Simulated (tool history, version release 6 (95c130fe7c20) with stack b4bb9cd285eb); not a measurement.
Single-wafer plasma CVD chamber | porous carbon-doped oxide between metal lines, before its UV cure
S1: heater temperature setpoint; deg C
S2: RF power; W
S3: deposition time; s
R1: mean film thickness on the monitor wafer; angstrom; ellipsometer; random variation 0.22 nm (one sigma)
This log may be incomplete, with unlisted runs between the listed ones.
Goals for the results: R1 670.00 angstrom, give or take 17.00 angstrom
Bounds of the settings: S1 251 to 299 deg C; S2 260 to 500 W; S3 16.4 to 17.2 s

run,hour,S1,S2,S3,R1
1,0.0,275,380,17.2,852.63
2,0.9,278,370,17.2,821.19
3,9.1,278,370,16.4,781.01
4,15.1,281,365,16.4,754.32
5,19.1,274,365,16.4,786.12
6,19.6,274,365,16.4,792.26
7,28.0,277,360,16.4,766.70
8,33.8,279,360,16.4,755.81
9,40.3,281,360,16.4,740.11
10,46.4,283,360,16.4,734.51

Exactly one of the 4 candidate moves below puts every result within its allowed miss. Which one?
A,52.5,280,410,16.4,?
B,52.5,288,320,16.4,?
C,52.5,290,345,16.4,?
D,52.5,289,400,16.7,?

move,R1
A,848.49
B,633.30
C,675.56
D,798.94
A: misses by more than the last run did
B: moves the result that the last run missed by most past its target, out the other side
C: meets every target
D: misses by more than the last run did
Answer: C
